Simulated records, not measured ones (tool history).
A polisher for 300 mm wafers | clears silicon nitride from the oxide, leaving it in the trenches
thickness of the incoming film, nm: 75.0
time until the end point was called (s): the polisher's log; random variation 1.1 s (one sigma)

run	hour	flow of slurry (ml/min)	pressure of the wafer on the pad (kPa)	speed of the pad under the wafer (cm/s)	overpolish time after the end point (s)	time until the end point was called (s)
1	0	255	12.4	112	45	128.62
2	6.6	255	13.8	114	45	113.45
3	8.2	255	13.8	140	45	94.758
4	11.8	255	13.8	150	45	91.38
5	17.3	255	14.5	150	45	86.5
6	23.8	255	11.7	150	45	106.54
7	32.6	255	12.4	152	45	97.647

Forecast run 8:
8	33.8	255	13.1	152	45	?

Run 8 gave time until the end point was called (s) 93.996.
